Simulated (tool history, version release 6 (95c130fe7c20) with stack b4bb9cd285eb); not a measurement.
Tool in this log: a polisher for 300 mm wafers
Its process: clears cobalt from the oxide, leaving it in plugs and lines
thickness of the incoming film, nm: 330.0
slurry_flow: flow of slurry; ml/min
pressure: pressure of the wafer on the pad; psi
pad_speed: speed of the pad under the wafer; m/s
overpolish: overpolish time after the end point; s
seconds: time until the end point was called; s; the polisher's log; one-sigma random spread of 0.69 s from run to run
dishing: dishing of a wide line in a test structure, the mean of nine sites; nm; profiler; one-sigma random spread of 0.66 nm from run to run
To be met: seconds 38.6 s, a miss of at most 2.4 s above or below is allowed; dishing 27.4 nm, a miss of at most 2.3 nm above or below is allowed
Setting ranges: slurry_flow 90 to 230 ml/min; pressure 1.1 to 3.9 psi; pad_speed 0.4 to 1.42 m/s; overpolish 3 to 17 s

run	day	slurry_flow	pressure	pad_speed	overpolish	seconds	dishing
1	0	150	2.5	0.9	9	54.753	30.716
2	0.096	150	2.6	0.9	8	52.181	30.134
3	0.208	150	2.6	0.9	10	53.447	33.687
4	0.458	150	2.7	0.9	9	52.272	33.167
5	0.7	150	2.7	0.8	9	57.806	31.125
6	0.754	150	2.7	0.94	9	50.115	33.154
7	0.875	150	2.8	0.96	8	46.475	33.67
8	0.954	150	2.8	0.98	7	46.945	28.912
9	1.221	150	2.9	0.98	7	44.47	31.768
10	1.242	150	2.9	0.98	7	46.225	29.831
11	1.562	150	3	0.98	7	42.666	32.69

Below are 5 possible settings for the next run. Only one of them brings all results inside the allowed miss of their targets. Which is it?
A	1.883	95	2.8	1.12	6	?	?
B	1.883	115	3.6	0.8	9	?	?
C	1.883	160	3.9	0.82	5	?	?
D	1.883	165	3.4	0.94	8	?	?
E	1.883	135	3.8	1.04	6	?	?

move	seconds	dishing
A	46.321	27.2
B	45.284	34.098
C	38.356	27.296
D	39.175	34.495
E	33.673	32.356
A: corrects the largest miss of the last run, while another result sits out of spec
B: the biggest miss grows against the last run
C: each result inside its tolerance
D: the biggest miss grows against the last run
E: closes in on the targets versus the last run, not all within tolerance yet
Answer: C
